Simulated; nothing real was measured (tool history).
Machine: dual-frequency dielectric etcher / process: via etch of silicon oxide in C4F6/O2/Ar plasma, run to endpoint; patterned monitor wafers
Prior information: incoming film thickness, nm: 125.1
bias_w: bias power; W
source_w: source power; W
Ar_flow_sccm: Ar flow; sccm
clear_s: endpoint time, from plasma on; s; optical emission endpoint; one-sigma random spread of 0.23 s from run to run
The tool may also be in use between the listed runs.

run,hour,bias_w,source_w,Ar_flow_sccm,clear_s
1,0.0,387,360,370,31.899
2,2.1,375,360,371,32.394
3,4.0,365,360,371,32.434
4,9.3,354,360,372,33.102
5,10.7,346,360,372,32.525
6,13.8,346,330,372,33.985
7,20.4,340,330,372,34.172
8,27.8,334,330,372,34.302
9,30.5,334,330,372,34.306
10,31.2,329,330,372,34.289
11,35.1,324,330,372,34.337

Run 12 has not been measured yet. What should we expect?
# hour 37.4: Ar flow controller replaced
12,37.4,324,330,372,?

{"run 12": {"clear_s": 34.33}}
